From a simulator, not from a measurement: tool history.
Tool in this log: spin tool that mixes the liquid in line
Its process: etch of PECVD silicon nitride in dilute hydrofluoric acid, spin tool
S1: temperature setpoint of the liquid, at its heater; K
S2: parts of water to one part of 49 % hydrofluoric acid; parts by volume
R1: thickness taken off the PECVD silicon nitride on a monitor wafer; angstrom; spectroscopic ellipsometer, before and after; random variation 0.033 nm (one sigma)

run 1 hour=0.0 | S1=298.15 S2=45 time_under_the_liquid_(s)=60 | R1=72.926
run 2 hour=2.7 | S1=301.15 S2=45 time_under_the_liquid_(s)=60 | R1=91.085
run 3 hour=5.3 | S1=299.15 S2=45 time_under_the_liquid_(s)=60 | R1=78.885
run 4 hour=7.3 | S1=300.65 S2=45 time_under_the_liquid_(s)=60 | R1=88.007
run 5 hour=8.7 | S1=303.15 S2=45 time_under_the_liquid_(s)=60 | R1=102.870
run 6 hour=15.7 | S1=303.15 S2=45 time_under_the_liquid_(s)=65 | R1=111.330
run 7 hour=24.6 | S1=303.15 S2=45 time_under_the_liquid_(s)=65 | R1=112.190

Run 8 is up next; what results do you expect?
run 8 hour=30.3 | S1=300.15 S2=45 time_under_the_liquid_(s)=65 | R1=?

{"run 8": {"R1": 90.531}}
